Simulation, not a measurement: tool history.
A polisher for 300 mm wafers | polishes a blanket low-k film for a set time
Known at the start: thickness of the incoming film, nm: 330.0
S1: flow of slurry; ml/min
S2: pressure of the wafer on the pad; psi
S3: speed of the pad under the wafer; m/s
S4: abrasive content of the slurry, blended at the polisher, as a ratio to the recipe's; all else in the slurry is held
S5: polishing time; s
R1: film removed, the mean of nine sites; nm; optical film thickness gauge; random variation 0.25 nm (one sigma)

run  hour   S1   S2    S3    S4  S5      R1
  1     0  170  2.3  0.94     1  33  13.791
  2     6  170  2.5  0.94     1  33  15.039
  3  14.9  170  2.5  0.94  1.15  33  15.951
  4  16.6  170  2.6  0.94  1.15  33  16.395
  5  18.8  170  2.2  0.94  1.15  33  14.336
  6  21.1  170  2.4  0.94  1.15  33  15.358
  7    26  170  2.5  0.94  1.15  33  16.297
  8  28.3  170  2.6  0.94  1.15  33  16.738

The next listed run, before its measurement:
  9  36.3  170  2.7  0.94  1.15  33   ?

Run 9 gave R1 17.25 nm.

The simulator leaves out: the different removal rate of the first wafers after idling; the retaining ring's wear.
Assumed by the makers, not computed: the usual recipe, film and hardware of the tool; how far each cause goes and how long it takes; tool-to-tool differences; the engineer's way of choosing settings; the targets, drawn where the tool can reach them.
